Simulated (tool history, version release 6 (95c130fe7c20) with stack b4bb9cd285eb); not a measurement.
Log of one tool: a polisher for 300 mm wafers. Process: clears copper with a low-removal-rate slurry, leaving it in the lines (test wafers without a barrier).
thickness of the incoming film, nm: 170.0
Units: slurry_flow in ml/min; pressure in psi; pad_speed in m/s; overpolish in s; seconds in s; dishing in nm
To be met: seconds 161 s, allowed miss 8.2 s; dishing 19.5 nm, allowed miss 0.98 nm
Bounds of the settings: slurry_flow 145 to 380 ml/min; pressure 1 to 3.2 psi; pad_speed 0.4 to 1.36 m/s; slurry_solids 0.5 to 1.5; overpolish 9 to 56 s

run,day,slurry_flow,pressure,pad_speed,slurry_solids,overpolish,seconds,dishing
1,0,245,2.1,0.88,1,29,121.21,27.855
2,0.296,245,2.1,0.88,0.85,29,129.09,26.193
3,0.4,245,2.1,0.88,0.85,37,128.04,32.506
4,0.646,245,2,0.88,0.85,33,131.33,28.838
5,0.954,300,2,0.88,0.85,33,130.35,28.963
6,1.088,300,2,0.88,0.85,23,128.35,21.432
7,1.425,300,1.8,0.88,0.85,24,142.23,19.999
8,1.746,300,1.7,0.88,0.85,25,151.65,20.238

Which of these 4 next moves meets every target?
A,2.067,325,1.6,0.88,0.8,22,?,?
B,2.067,300,2,0.9,0.75,23,?,?
C,2.067,290,1.6,0.88,0.8,32,?,?
D,2.067,330,1.8,0.8,0.7,26,?,?

move,seconds,dishing
A,158.25,16.716
B,128.61,21.084
C,159.93,22.964
D,155.97,19.731
A: brings the result that was furthest off to its target, and leaves another outside
B: further off than the last run
C: brings the result that was furthest off to its target, and leaves another outside
D: meets every target
Answer: D
